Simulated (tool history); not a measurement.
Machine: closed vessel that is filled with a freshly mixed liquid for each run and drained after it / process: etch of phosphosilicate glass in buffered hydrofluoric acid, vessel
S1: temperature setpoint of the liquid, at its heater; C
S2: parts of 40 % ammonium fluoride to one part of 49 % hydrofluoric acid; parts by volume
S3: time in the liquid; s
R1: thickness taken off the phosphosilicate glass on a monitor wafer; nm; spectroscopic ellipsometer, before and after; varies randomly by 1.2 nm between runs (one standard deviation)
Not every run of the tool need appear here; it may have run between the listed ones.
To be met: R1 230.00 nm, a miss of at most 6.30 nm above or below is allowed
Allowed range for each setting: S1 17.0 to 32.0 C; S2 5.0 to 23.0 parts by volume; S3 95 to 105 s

{"run": 1, "day": 0.0, "S1": 25.0, "S2": 14.0, "S3": 95, "R1": 320.37}
{"run": 2, "day": 0.267, "S1": 25.0, "S2": 14.0, "S3": 105, "R1": 350.64}
{"run": 3, "day": 0.571, "S1": 25.0, "S2": 15.5, "S3": 105, "R1": 319.9}
{"run": 4, "day": 0.908, "S1": 23.0, "S2": 15.5, "S3": 105, "R1": 287.24}
{"run": 5, "day": 1.142, "S1": 23.0, "S2": 15.5, "S3": 105, "R1": 284.53}
{"run": 6, "day": 1.354, "S1": 22.0, "S2": 15.5, "S3": 105, "R1": 271.91}
{"run": 7, "day": 1.396, "S1": 21.0, "S2": 15.5, "S3": 105, "R1": 257.19}
{"run": 8, "day": 1.492, "S1": 20.5, "S2": 15.5, "S3": 105, "R1": 248.6}
{"run": 9, "day": 1.579, "S1": 20.0, "S2": 15.5, "S3": 105, "R1": 244.04}
{"run": 10, "day": 1.717, "S1": 18.5, "S2": 15.5, "S3": 105, "R1": 221.52}

Exactly one of the 5 candidate moves below puts every result within its allowed miss. Which one?
{"run": "A", "day": 1.854, "S1": 18.0, "S2": 14.0, "S3": 100, "R1": "?"}
{"run": "B", "day": 1.854, "S1": 20.5, "S2": 15.0, "S3": 100, "R1": "?"}
{"run": "C", "day": 1.854, "S1": 18.5, "S2": 13.0, "S3": 100, "R1": "?"}
{"run": "D", "day": 1.854, "S1": 18.5, "S2": 14.0, "S3": 105, "R1": "?"}
{"run": "E", "day": 1.854, "S1": 19.0, "S2": 16.5, "S3": 105, "R1": "?"}

move=A R1=227.52
move=B R1=244.76
move=C R1=251.73
move=D R1=245.77
move=E R1=215.07
A: hits every target within its allowed miss
B: takes the result that was furthest off past its target
C: takes the result that was furthest off past its target
D: takes the result that was furthest off past its target
E: moves away from the targets compared with the last run
A is the move that brings every result within its allowed miss.
